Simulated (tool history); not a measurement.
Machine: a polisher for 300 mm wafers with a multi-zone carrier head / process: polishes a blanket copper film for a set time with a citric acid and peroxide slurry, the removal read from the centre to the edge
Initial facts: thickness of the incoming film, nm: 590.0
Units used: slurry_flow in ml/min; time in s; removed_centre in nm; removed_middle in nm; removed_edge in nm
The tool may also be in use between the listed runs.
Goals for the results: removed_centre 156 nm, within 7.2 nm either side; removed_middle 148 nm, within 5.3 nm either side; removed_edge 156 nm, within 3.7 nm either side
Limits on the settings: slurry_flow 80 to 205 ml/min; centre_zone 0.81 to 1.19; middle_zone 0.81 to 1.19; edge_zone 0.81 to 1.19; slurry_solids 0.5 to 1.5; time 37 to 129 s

Run 1, day 0: slurry_flow 135 ml/min, centre_zone 1, middle_zone 1, edge_zone 1, slurry_solids 1, time 83 s. Result: removed_centre 197.01 nm, removed_middle 187.52 nm, removed_edge 192.31 nm.
Run 2, day 0.333: slurry_flow 135 ml/min, centre_zone 1, middle_zone 1, edge_zone 0.96, slurry_solids 1, time 83 s. Result: removed_centre 193.42 nm, removed_middle 187.11 nm, removed_edge 186.65 nm.
Run 3, day 0.692: slurry_flow 125 ml/min, centre_zone 0.99, middle_zone 0.97, edge_zone 0.93, slurry_solids 0.95, time 83 s. Result: removed_centre 185.61 nm, removed_middle 175.61 nm, removed_edge 180.44 nm.
Run 4, day 0.779: slurry_flow 155 ml/min, centre_zone 0.99, middle_zone 0.97, edge_zone 0.93, slurry_solids 0.95, time 83 s. Result: removed_centre 196.86 nm, removed_middle 182.25 nm, removed_edge 186.99 nm.
Run 5, day 1.046: slurry_flow 155 ml/min, centre_zone 0.91, middle_zone 0.97, edge_zone 0.93, slurry_solids 0.95, time 83 s. Result: removed_centre 189.98 nm, removed_middle 185.55 nm, removed_edge 185.37 nm.
Run 6, day 1.171: slurry_flow 145 ml/min, centre_zone 0.9, middle_zone 0.95, edge_zone 0.91, slurry_solids 0.9, time 83 s. Result: removed_centre 181.69 nm, removed_middle 176.9 nm, removed_edge 180.39 nm.
Run 7, day 1.254: slurry_flow 145 ml/min, centre_zone 0.9, middle_zone 0.95, edge_zone 0.91, slurry_solids 0.9, time 83 s. Result: removed_centre 178.99 nm, removed_middle 178.05 nm, removed_edge 179.94 nm.
Run 8, day 1.283: slurry_flow 135 ml/min, centre_zone 0.91, middle_zone 0.93, edge_zone 0.89, slurry_solids 0.85, time 83 s. Result: removed_centre 174.24 nm, removed_middle 171.69 nm, removed_edge 177.83 nm.
Run 9, day 1.617: slurry_flow 135 ml/min, centre_zone 0.92, middle_zone 0.92, edge_zone 0.87, slurry_solids 0.8, time 82 s. Result: removed_centre 177.37 nm, removed_middle 165.82 nm, removed_edge 169.25 nm.
Run 10, day 1.938: slurry_flow 125 ml/min, centre_zone 0.91, middle_zone 0.91, edge_zone 0.86, slurry_solids 0.8, time 82 s. Result: removed_centre 168.8 nm, removed_middle 161.88 nm, removed_edge 168.9 nm.
Run 11, day 2.312: slurry_flow 120 ml/min, centre_zone 0.91, middle_zone 0.9, edge_zone 0.85, slurry_solids 0.75, time 82 s. Result: removed_centre 167.43 nm, removed_middle 155.76 nm, removed_edge 161.44 nm.
Run 12, day 2.488: slurry_flow 115 ml/min, centre_zone 0.91, middle_zone 0.9, edge_zone 0.85, slurry_solids 0.75, time 82 s. Result: removed_centre 166.34 nm, removed_middle 155.84 nm, removed_edge 161.34 nm.

Consider the 4 candidate settings below. Which is the only one whose results all fall within their allowed miss of target?
Run A, day 2.662: slurry_flow 85 ml/min, centre_zone 1, middle_zone 0.96, edge_zone 0.92, slurry_solids 0.6, time 86 s. Result: removed_centre ?, removed_middle ?, removed_edge ?.
Run B, day 2.662: slurry_flow 85 ml/min, centre_zone 0.93, middle_zone 0.9, edge_zone 0.91, slurry_solids 0.9, time 84 s. Result: removed_centre ?, removed_middle ?, removed_edge ?.
Run C, day 2.662: slurry_flow 105 ml/min, centre_zone 0.81, middle_zone 0.82, edge_zone 0.91, slurry_solids 0.9, time 83 s. Result: removed_centre ?, removed_middle ?, removed_edge ?.
Run D, day 2.662: slurry_flow 125 ml/min, centre_zone 0.85, middle_zone 0.94, edge_zone 0.82, slurry_solids 0.55, time 84 s. Result: removed_centre ?, removed_middle ?, removed_edge ?.

move  removed_centre  removed_middle  removed_edge
   A          157.03          150.57        157.08
   B          156.99          149.54        163.89
   C          155.29           147.5         170.3
   D          157.44          161.27        156.08
A: all results land within tolerance of their targets
B: brings the result that was furthest off to its target, and leaves another outside
C: brings the result that was furthest off to its target, and leaves another outside
D: further off than the last run
The right move is A.
